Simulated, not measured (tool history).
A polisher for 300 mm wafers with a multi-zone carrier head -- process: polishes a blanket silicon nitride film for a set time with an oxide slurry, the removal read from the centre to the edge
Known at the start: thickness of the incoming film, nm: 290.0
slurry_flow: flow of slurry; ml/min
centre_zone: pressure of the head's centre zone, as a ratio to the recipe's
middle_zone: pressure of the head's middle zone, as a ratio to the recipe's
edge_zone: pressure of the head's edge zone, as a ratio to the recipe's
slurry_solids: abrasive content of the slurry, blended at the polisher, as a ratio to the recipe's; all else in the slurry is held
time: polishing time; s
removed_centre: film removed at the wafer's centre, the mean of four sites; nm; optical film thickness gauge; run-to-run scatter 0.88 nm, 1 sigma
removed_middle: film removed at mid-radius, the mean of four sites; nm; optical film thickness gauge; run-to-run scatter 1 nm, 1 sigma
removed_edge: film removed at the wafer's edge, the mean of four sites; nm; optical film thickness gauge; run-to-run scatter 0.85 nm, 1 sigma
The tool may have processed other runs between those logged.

run	day	slurry_flow	centre_zone	middle_zone	edge_zone	slurry_solids	time	removed_centre	removed_middle	removed_edge
1	0.000	200	1.00	1.00	1.00	1.00	82	52.299	51.569	52.861
2	0.133	200	1.00	1.00	1.04	1.00	82	53.319	52.317	53.682
3	0.283	200	1.00	1.00	1.04	0.90	82	49.915	51.342	51.845
4	0.621	200	1.00	1.00	1.04	1.00	82	53.764	52.298	54.024
5	0.946	200	1.00	1.00	0.97	1.00	82	52.573	52.594	51.762
6	1.104	200	1.00	1.00	0.92	1.00	82	51.621	51.716	51.312
7	1.200	195	0.91	0.92	0.96	1.25	93	57.614	58.248	61.719

Estimate the outcome of run 8 from the log above:
8	1.562	220	0.97	1.01	1.06	1.45	94	?	?	?

removed_centre: 65.931 nm
removed_middle: 68.325 nm
removed_edge: 68.335 nm

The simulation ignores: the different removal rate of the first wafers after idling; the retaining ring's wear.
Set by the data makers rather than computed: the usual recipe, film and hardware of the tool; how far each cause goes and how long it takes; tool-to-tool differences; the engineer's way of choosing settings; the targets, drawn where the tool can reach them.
